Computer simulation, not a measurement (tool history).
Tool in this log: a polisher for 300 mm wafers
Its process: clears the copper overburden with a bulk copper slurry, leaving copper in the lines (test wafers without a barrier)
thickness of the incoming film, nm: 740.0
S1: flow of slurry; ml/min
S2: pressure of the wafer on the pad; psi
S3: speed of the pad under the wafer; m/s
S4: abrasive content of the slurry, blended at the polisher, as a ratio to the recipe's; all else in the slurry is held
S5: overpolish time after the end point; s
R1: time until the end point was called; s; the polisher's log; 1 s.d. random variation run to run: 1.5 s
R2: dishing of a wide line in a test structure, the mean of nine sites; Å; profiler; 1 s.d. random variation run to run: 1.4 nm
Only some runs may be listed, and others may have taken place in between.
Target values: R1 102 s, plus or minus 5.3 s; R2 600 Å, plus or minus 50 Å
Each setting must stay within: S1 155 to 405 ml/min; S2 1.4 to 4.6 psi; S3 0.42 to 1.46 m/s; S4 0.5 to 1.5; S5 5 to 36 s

run	day	S1	S2	S3	S4	S5	R1	R2
1	0	260	3	0.94	1	18	73.134	628.11
2	0.342	260	3	0.94	1.1	18	68.658	618.99
3	0.567	260	2.5	0.94	1.1	18	77.502	583.69
4	0.621	260	2.5	0.76	1.1	18	91.504	561.12
5	0.762	260	2.5	0.76	1.1	12	90.695	476.19
6	1.088	260	2.5	0.76	1.1	14	89.947	536.16
7	1.388	260	2.5	0.76	1.1	15	91.185	512.26
8	1.492	260	2.5	0.76	1.1	17	91.815	542.67
9	1.654	260	2.5	0.76	1.1	18	92.061	591.18
10	1.788	260	2.4	0.76	1.1	18	93.065	552.71
11	1.896	260	2.4	0.76	1.1	19	94.491	568.36
12	1.954	260	2.4	0.76	1.1	20	95.928	569.71
13	2.05	260	2.4	0.76	1.1	21	93.448	584.46
14	2.225	260	2.4	0.76	1.1	22	95.269	604.96

Next run, 4 choices. One meets every target within its allowed miss, the rest don't. Which?
A	2.4	255	2.1	0.72	1.4	25	?	?
B	2.4	280	2.3	0.9	0.95	26	?	?
C	2.4	280	2	0.78	1.1	14	?	?
D	2.4	235	2.1	0.92	1.15	14	?	?

move	R1	R2
A	99.336	576.62
B	89.439	604.11
C	103.89	455.01
D	90.279	488.5
A: each result inside its tolerance
B: further off than the last run
C: the furthest-off result lands on target, but another misses its tolerance
D: further off than the last run
Move A is the one to make.
